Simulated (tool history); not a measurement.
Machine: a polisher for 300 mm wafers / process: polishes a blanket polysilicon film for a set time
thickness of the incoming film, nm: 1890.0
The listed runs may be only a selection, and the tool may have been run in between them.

run	hour	flow of slurry (ml/min)	pressure of the wafer on the pad (psi)	speed of the pad under the wafer (m/s)	polishing time (s)	film removed (angstrom)
1	0	240	2	0.94	50	2503
2	7.6	240	2.2	0.94	50	2783.1
3	8.3	240	2.2	0.94	50	2679.2
4	14.7	240	2.2	0.94	50	2697
5	17.6	240	2.2	0.94	46	2548.8
# hour 24.3: head pressure recalibrated
6	24.3	240	2.2	0.94	46	2283.3
7	31	240	2.4	0.98	46	2566.8
8	35.6	240	2.5	1.06	47	3060.7

Estimate the outcome of run 9 from the log above:
9	43.3	240	2.6	1.08	47	?

Run 9 yielded film removed (angstrom) 3134.4.
